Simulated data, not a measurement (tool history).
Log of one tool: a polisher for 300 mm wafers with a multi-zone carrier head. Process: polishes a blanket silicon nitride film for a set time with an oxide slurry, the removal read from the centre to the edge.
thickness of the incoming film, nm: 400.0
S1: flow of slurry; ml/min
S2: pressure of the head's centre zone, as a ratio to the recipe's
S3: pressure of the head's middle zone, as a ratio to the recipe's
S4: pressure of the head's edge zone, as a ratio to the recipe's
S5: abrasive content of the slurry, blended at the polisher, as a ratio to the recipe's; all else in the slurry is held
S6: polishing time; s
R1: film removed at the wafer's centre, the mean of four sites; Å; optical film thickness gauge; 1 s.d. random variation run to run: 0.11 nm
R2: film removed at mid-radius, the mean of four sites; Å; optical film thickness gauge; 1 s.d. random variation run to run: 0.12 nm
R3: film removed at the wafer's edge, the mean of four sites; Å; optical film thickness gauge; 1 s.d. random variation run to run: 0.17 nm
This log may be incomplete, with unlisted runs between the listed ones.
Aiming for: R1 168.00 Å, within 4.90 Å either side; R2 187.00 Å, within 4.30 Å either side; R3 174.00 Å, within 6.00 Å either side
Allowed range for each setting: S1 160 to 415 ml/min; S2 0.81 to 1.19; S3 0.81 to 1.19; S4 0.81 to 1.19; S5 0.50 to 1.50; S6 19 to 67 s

| run | hour | S1 | S2 | S3 | S4 | S5 | S6 | R1 | R2 | R3 |
|---|---|---|---|---|---|---|---|---|---|---|
| 1 | 0.0 | 265 | 1.00 | 1.00 | 1.00 | 1.00 | 43 | 252.13 | 261.61 | 258.04 |
| 2 | 8.2 | 265 | 1.00 | 1.00 | 1.04 | 1.00 | 43 | 252.89 | 263.66 | 253.78 |
| 3 | 11.0 | 265 | 1.00 | 1.00 | 1.07 | 1.00 | 43 | 254.01 | 259.77 | 268.45 |
| 4 | 14.7 | 260 | 0.97 | 0.97 | 1.01 | 0.85 | 43 | 220.37 | 227.98 | 227.26 |
| 5 | 17.4 | 260 | 0.97 | 1.04 | 1.01 | 0.85 | 43 | 220.98 | 241.35 | 231.77 |
| 6 | 23.3 | 260 | 0.97 | 1.04 | 1.01 | 0.95 | 43 | 237.42 | 261.29 | 248.55 |
| 7 | 27.8 | 255 | 0.94 | 1.01 | 0.96 | 0.85 | 43 | 213.43 | 234.19 | 222.24 |
| 8 | 31.1 | 250 | 0.91 | 0.99 | 0.92 | 0.80 | 43 | 197.74 | 220.36 | 214.39 |
| 9 | 38.3 | 255 | 0.91 | 0.99 | 0.90 | 0.70 | 43 | 177.34 | 197.94 | 185.87 |
| 10 | 44.4 | 255 | 0.90 | 0.98 | 0.88 | 0.70 | 43 | 175.26 | 198.50 | 182.87 |
| 11 | 49.7 | 200 | 0.89 | 0.93 | 0.84 | 0.65 | 43 | 158.87 | 170.60 | 162.86 |
| 12 | 52.4 | 225 | 0.89 | 0.94 | 0.84 | 0.65 | 43 | 159.09 | 173.10 | 168.36 |
| 13 | 60.3 | 240 | 0.90 | 0.95 | 0.84 | 0.65 | 43 | 163.59 | 177.51 | 163.09 |
| 14 | 64.2 | 245 | 0.90 | 0.95 | 0.85 | 0.65 | 43 | 163.95 | 177.24 | 166.87 |
| 15 | 70.9 | 250 | 0.90 | 0.96 | 0.86 | 0.65 | 43 | 165.24 | 178.86 | 169.02 |
| 16 | 77.6 | 250 | 0.90 | 0.96 | 0.86 | 0.65 | 43 | 163.89 | 180.59 | 167.20 |
| 17 | 79.2 | 250 | 0.90 | 0.97 | 0.87 | 0.65 | 43 | 164.66 | 179.71 | 170.57 |
| 18 | 88.0 | 255 | 0.90 | 0.98 | 0.87 | 0.65 | 43 | 165.47 | 180.09 | 172.52 |

Pick the move, out of 5, that brings all results within their allowed miss; only one does.
| A | 96.8 | 235 | 0.90 | 0.94 | 1.11 | 0.50 | 58 | ? | ? | ? |
| B | 96.8 | 275 | 0.92 | 0.95 | 0.94 | 0.55 | 51 | ? | ? | ? |
| C | 96.8 | 230 | 0.96 | 1.02 | 1.02 | 0.70 | 38 | ? | ? | ? |
| D | 96.8 | 260 | 0.89 | 0.92 | 0.83 | 0.70 | 41 | ? | ? | ? |
| E | 96.8 | 250 | 0.91 | 0.99 | 0.89 | 0.70 | 41 | ? | ? | ? |

| move | R1 | R2 | R3 |
|---|---|---|---|
| A | 158.28 | 169.91 | 186.46 |
| B | 164.03 | 174.21 | 174.07 |
| C | 161.51 | 175.94 | 172.75 |
| D | 165.59 | 176.15 | 171.06 |
| E | 168.08 | 186.62 | 175.88 |
A: misses by more than the last run did
B: misses by more than the last run did
C: misses by more than the last run did
D: misses by more than the last run did
E: all results in spec
Move E is the one to make.

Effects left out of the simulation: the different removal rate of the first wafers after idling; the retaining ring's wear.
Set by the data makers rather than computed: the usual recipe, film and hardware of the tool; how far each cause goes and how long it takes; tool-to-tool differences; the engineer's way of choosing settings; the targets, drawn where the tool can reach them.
